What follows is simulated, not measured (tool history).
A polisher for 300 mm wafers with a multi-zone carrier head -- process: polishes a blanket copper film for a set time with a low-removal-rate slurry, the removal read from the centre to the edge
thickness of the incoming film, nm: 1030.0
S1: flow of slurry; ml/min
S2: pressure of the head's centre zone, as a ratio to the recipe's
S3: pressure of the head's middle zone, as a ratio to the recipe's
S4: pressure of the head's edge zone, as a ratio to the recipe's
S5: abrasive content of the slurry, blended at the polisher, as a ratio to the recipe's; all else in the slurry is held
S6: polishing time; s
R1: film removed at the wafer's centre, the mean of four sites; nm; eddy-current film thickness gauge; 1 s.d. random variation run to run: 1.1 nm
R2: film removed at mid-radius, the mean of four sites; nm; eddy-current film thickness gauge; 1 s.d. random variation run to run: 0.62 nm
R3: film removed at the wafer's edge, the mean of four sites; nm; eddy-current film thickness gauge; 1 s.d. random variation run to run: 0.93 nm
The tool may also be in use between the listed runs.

Run 1, hour 0: S1 165 ml/min, S2 1, S3 1, S4 1, S5 1, S6 88 s. Result: R1 139.61 nm, R2 133.11 nm, R3 138.15 nm.
Run 2, hour 5.1: S1 165 ml/min, S2 1, S3 1.03, S4 1, S5 1, S6 88 s. Result: R1 140.13 nm, R2 137.72 nm, R3 139.62 nm.
Run 3, hour 11.1: S1 165 ml/min, S2 0.93, S3 1.03, S4 1, S5 1, S6 88 s. Result: R1 129.94 nm, R2 137.34 nm, R3 135.61 nm.
Run 4, hour 12.5: S1 165 ml/min, S2 0.89, S3 1.03, S4 1, S5 1, S6 88 s. Result: R1 123.34 nm, R2 135.77 nm, R3 138.47 nm.
Run 5, hour 15.7: S1 165 ml/min, S2 0.94, S3 1.03, S4 1, S5 1, S6 88 s. Result: R1 132.55 nm, R2 137.95 nm, R3 139.37 nm.
Run 6, hour 17.7: S1 165 ml/min, S2 0.94, S3 0.94, S4 1, S5 1, S6 88 s. Result: R1 133.24 nm, R2 125.93 nm, R3 134.46 nm.

Forecast run 7:
Run 7, hour 18.8: S1 155 ml/min, S2 0.92, S3 0.93, S4 0.97, S5 0.9, S6 84 s. Result: R1 ?, R2 ?, R3 ?.

{"run 7": {"R1": 120.12, "R2": 115.86, "R3": 123.08}}
